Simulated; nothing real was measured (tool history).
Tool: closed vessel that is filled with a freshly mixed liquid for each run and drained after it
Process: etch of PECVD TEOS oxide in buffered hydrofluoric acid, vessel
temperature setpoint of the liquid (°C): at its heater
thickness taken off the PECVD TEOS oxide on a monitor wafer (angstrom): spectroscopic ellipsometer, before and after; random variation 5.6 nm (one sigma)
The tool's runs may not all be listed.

run  hour  temperature setpoint of the liquid (°C)  parts of 40 % ammonium fluoride to one part of 49 % hydrofluoric acid (parts by volume)  time in the liquid (s)  thickness taken off the PECVD TEOS oxide on a monitor wafer (angstrom)
  1     0                                       25                                                                                     11.5                     105                                                                  3734.3
  2   7.9                                       23                                                                                     11.5                     105                                                                  3422.2
  3  13.2                                     25.5                                                                                     11.5                     105                                                                  3866.8
  4  20.4                                     25.5                                                                                     13.5                     105                                                                  3274.9
  5  28.7                                       23                                                                                     13.5                     105                                                                  2888.6
  6  37.1                                     24.5                                                                                     12.5                     105                                                                  3369.2
  7  44.7                                     28.5                                                                                        9                     105                                                                  5610.8
  8  48.9                                       29                                                                                        9                     105                                                                  5683.6
  9  58.1                                     29.5                                                                                        9                     105                                                                  5929.7

Run 10 comes next. What will it give?
 10  65.4                                       30                                                                                        9                     105                                                                       ?

thickness taken off the PECVD TEOS oxide on a monitor wafer (angstrom): 6090.6
